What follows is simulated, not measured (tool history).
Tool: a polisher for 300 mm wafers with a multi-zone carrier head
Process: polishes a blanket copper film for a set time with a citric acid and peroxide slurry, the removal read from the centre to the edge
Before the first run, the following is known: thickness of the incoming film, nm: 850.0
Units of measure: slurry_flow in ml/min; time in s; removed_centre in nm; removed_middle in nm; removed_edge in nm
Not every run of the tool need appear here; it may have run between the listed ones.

run 1 hour=0.0 | slurry_flow=235 centre_zone=1.00 middle_zone=1.00 edge_zone=1.00 slurry_solids=1.0 time=90 | removed_centre=280.08 removed_middle=277.46 removed_edge=280.48
run 2 hour=3.9 | slurry_flow=235 centre_zone=1.00 middle_zone=1.00 edge_zone=1.00 slurry_solids=1.0 time=72 | removed_centre=222.55 removed_middle=225.03 removed_edge=222.38
run 3 hour=8.2 | slurry_flow=235 centre_zone=1.04 middle_zone=1.00 edge_zone=1.00 slurry_solids=1.0 time=72 | removed_centre=232.82 removed_middle=225.62 removed_edge=223.36
run 4 hour=10.6 | slurry_flow=235 centre_zone=1.04 middle_zone=1.00 edge_zone=1.00 slurry_solids=1.2 time=72 | removed_centre=242.62 removed_middle=233.02 removed_edge=234.42
run 5 hour=14.8 | slurry_flow=230 centre_zone=1.02 middle_zone=1.00 edge_zone=1.00 slurry_solids=1.2 time=72 | removed_centre=235.01 removed_middle=235.44 removed_edge=227.90
run 6 hour=18.1 | slurry_flow=230 centre_zone=1.02 middle_zone=0.97 edge_zone=1.00 slurry_solids=1.2 time=72 | removed_centre=232.19 removed_middle=228.63 removed_edge=230.34
run 7 hour=25.8 | slurry_flow=225 centre_zone=1.00 middle_zone=0.97 edge_zone=1.00 slurry_solids=1.2 time=72 | removed_centre=229.20 removed_middle=227.96 removed_edge=231.48
run 8 hour=26.6 | slurry_flow=220 centre_zone=0.98 middle_zone=0.97 edge_zone=1.00 slurry_solids=1.2 time=72 | removed_centre=227.90 removed_middle=228.29 removed_edge=231.24
run 9 hour=34.4 | slurry_flow=220 centre_zone=0.96 middle_zone=0.97 edge_zone=1.00 slurry_solids=1.2 time=72 | removed_centre=219.21 removed_middle=226.64 removed_edge=233.04
run 10 hour=40.8 | slurry_flow=220 centre_zone=0.96 middle_zone=0.97 edge_zone=1.00 slurry_solids=1.2 time=72 | removed_centre=222.44 removed_middle=228.97 removed_edge=232.03
run 11 hour=41.7 | slurry_flow=220 centre_zone=0.95 middle_zone=0.97 edge_zone=0.99 slurry_solids=1.2 time=72 | removed_centre=218.82 removed_middle=230.27 removed_edge=230.47

Run 12, settings as shown, results not yet in. Your forecast:
run 12 hour=50.0 | slurry_flow=215 centre_zone=0.94 middle_zone=0.97 edge_zone=0.99 slurry_solids=1.2 time=72 | removed_centre=? removed_middle=? removed_edge=?

{"run 12": {"removed_centre": 220.3, "removed_middle": 227.12, "removed_edge": 228.75}}
